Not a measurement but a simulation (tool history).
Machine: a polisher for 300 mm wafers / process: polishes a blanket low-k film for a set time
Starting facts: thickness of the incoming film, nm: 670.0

run,hour,flow of slurry (ml/min),pressure of the wafer on the pad (kPa),speed of the pad under the wafer (cm/s),abrasive content of the slurry,polishing time (s),film removed (Å)
1,0.0,145,12.4,112,1.0,29,143.41
2,0.9,145,12.4,94,1.0,29,126.91
3,9.0,145,14.5,94,1.0,29,145.27
4,12.1,135,12.4,94,1.0,29,123.83
5,16.1,135,12.4,94,1.1,29,133.54
6,23.7,125,10.3,94,1.1,29,109.37

Estimate the outcome of run 7 from the log above:
7,31.1,90,7.6,94,1.1,29,?

film removed (Å): 78.39
